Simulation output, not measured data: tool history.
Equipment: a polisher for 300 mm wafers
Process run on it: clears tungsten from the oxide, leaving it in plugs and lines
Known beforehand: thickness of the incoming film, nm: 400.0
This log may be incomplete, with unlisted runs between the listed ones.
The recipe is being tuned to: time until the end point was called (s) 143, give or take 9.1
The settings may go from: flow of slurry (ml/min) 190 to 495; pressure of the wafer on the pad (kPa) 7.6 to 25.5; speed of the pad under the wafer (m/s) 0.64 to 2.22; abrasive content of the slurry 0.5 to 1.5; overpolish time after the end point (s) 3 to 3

run	hour	flow of slurry (ml/min)	pressure of the wafer on the pad (kPa)	speed of the pad under the wafer (m/s)	abrasive content of the slurry	overpolish time after the end point (s)	time until the end point was called (s)
1	0	320	16.5	1.42	1	3	87.449
2	0.7	370	16.5	1.42	1	3	84.823
3	1.8	370	16.5	1.42	1	3	83.532
4	7.8	365	13.8	1.38	1	3	103.64
5	14.5	365	13.8	1.38	1	3	102.48
6	21.4	365	16.5	1.38	1	3	89.621
7	23.1	365	14.5	1.34	1	3	102.26
8	27	365	13.1	1.32	1	3	112.58
9	33.1	365	11.7	1.3	1	3	118.78
10	41.9	365	11	1.28	1	3	129.21
11	46	365	10.3	1.28	1	3	133.7

Consider the 5 candidate settings below. Which is the only one whose results all fall within their allowed miss of target?
A	50.1	390	9.7	1.54	1.05	3	?
B	50.1	235	9	1.44	0.85	3	?
C	50.1	395	13.1	1.16	0.95	3	?
D	50.1	255	11.7	1.28	1.3	3	?
E	50.1	360	11.7	1.26	0.95	3	?

move	time until the end point was called (s)
A	116.11
B	139.78
C	120.99
D	119.94
E	123.14
A: the biggest miss grows against the last run
B: every result lands within tolerance
C: the biggest miss grows against the last run
D: the biggest miss grows against the last run
E: the biggest miss grows against the last run
The move that meets every target is B.
